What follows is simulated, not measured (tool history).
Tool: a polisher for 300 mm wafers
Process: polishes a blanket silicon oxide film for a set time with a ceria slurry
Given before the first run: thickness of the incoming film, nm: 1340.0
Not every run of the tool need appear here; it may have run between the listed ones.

run	hour	flow of slurry (ml/min)	pressure of the wafer on the pad (psi)	speed of the pad under the wafer (m/s)	polishing time (s)	film removed (Å)
1	0.0	310	3.0	1.40	104	5732.3
2	2.7	310	2.6	1.38	104	4995.1
3	9.7	310	2.6	1.26	104	4640.4
4	13.3	310	2.4	1.26	104	4407.4
5	18.2	310	2.2	1.26	104	4206.1
6	27.1	345	2.2	1.26	104	4127.0
7	33.5	345	2.1	1.26	104	4172.8

Run 8, settings as shown, results not yet in. Your forecast:
8	39.5	335	2.0	1.26	104	?

Run 8 measured film removed (Å) 4080.1.

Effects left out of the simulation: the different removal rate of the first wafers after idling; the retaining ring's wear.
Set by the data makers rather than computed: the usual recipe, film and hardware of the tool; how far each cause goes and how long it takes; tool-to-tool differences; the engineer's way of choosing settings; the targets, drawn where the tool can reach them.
